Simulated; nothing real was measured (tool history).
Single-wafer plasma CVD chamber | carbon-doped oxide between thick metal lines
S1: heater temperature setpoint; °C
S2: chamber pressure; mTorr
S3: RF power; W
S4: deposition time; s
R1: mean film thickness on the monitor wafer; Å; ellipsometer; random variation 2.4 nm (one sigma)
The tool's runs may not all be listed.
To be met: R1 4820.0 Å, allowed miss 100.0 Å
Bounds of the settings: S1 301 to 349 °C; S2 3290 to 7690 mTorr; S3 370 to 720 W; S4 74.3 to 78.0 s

run	hour	S1	S2	S3	S4	R1
1	0.0	325	5490	545	78.0	4196.5
2	4.8	325	5490	545	78.0	4226.7
3	9.4	325	5160	545	78.0	4164.6
4	15.5	325	5160	575	78.0	4257.4
5	17.0	321	5630	590	78.0	4440.6
6	20.5	318	5960	600	78.0	4643.4
7	21.4	316	6060	600	78.0	4654.9
8	26.8	314	6190	605	78.0	4668.3

Which of these 4 next moves meets every target?
A	32.2	315	6440	615	78.0	?
B	32.2	322	6470	630	76.4	?
C	32.2	314	6350	655	78.0	?
D	32.2	306	6720	595	74.3	?

move	R1
A	4759.4
B	4633.1
C	4962.8
D	4592.3
A: meets every target
B: further off than the last run
C: takes the result that was furthest off past its target
D: further off than the last run
Answer: A

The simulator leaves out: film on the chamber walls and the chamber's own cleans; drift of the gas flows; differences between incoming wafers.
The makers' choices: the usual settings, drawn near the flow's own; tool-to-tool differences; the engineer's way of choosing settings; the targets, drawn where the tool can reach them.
